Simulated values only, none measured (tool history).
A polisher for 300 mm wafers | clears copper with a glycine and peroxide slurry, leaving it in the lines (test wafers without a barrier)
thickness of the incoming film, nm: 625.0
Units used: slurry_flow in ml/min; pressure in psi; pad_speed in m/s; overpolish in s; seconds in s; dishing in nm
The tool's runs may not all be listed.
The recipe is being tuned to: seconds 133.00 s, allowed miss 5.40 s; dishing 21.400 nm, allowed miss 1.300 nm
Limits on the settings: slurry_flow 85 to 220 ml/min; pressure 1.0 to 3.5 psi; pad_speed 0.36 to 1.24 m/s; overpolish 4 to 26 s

Run 1, hour 0.0: slurry_flow 140 ml/min, pressure 2.2 psi, pad_speed 0.80 m/s, overpolish 13 s. Result: seconds 146.66 s, dishing 34.174 nm.
Run 2, hour 6.4: slurry_flow 140 ml/min, pressure 2.2 psi, pad_speed 0.80 m/s, overpolish 10 s. Result: seconds 144.57 s, dishing 26.787 nm.
Run 3, hour 13.2: slurry_flow 145 ml/min, pressure 2.2 psi, pad_speed 0.80 m/s, overpolish 9 s. Result: seconds 143.87 s, dishing 24.436 nm.
Run 4, hour 15.8: slurry_flow 165 ml/min, pressure 2.2 psi, pad_speed 0.80 m/s, overpolish 9 s. Result: seconds 143.60 s, dishing 24.816 nm.
Run 5, hour 20.0: slurry_flow 165 ml/min, pressure 2.2 psi, pad_speed 0.80 m/s, overpolish 4 s. Result: seconds 141.53 s, dishing 11.922 nm.
Run 6, hour 26.4: slurry_flow 135 ml/min, pressure 2.2 psi, pad_speed 0.80 m/s, overpolish 4 s. Result: seconds 146.98 s, dishing 11.709 nm.
Run 7, hour 29.1: slurry_flow 140 ml/min, pressure 2.3 psi, pad_speed 0.80 m/s, overpolish 5 s. Result: seconds 140.91 s, dishing 15.060 nm.
Run 8, hour 32.3: slurry_flow 140 ml/min, pressure 2.4 psi, pad_speed 0.78 m/s, overpolish 6 s. Result: seconds 138.95 s, dishing 17.103 nm.
Run 9, hour 37.9: slurry_flow 155 ml/min, pressure 2.6 psi, pad_speed 0.76 m/s, overpolish 9 s. Result: seconds 137.78 s, dishing 25.731 nm.

Below are 5 possible settings for the next run. Only one of them brings all results inside the allowed miss of their targets. Which is it?
Run A, hour 43.5: slurry_flow 165 ml/min, pressure 2.3 psi, pad_speed 0.72 m/s, overpolish 8 s. Result: seconds ?, dishing ?.
Run B, hour 43.5: slurry_flow 125 ml/min, pressure 2.9 psi, pad_speed 0.76 m/s, overpolish 7 s. Result: seconds ?, dishing ?.
Run C, hour 43.5: slurry_flow 155 ml/min, pressure 2.5 psi, pad_speed 0.70 m/s, overpolish 13 s. Result: seconds ?, dishing ?.
Run D, hour 43.5: slurry_flow 155 ml/min, pressure 2.3 psi, pad_speed 0.86 m/s, overpolish 8 s. Result: seconds ?, dishing ?.
Run E, hour 43.5: slurry_flow 160 ml/min, pressure 2.7 psi, pad_speed 0.78 m/s, overpolish 12 s. Result: seconds ?, dishing ?.

move  seconds  dishing
   A   150.74   21.867
   B   133.16   21.746
   C   148.75   33.991
   D   133.07   24.381
   E   130.95   35.359
A: the furthest-off result lands on target, but another misses its tolerance
B: in spec on every target
C: lands further from the targets than the last run did
D: closer than the last run, but not yet in spec
E: lands further from the targets than the last run did
Move B is the one to make.
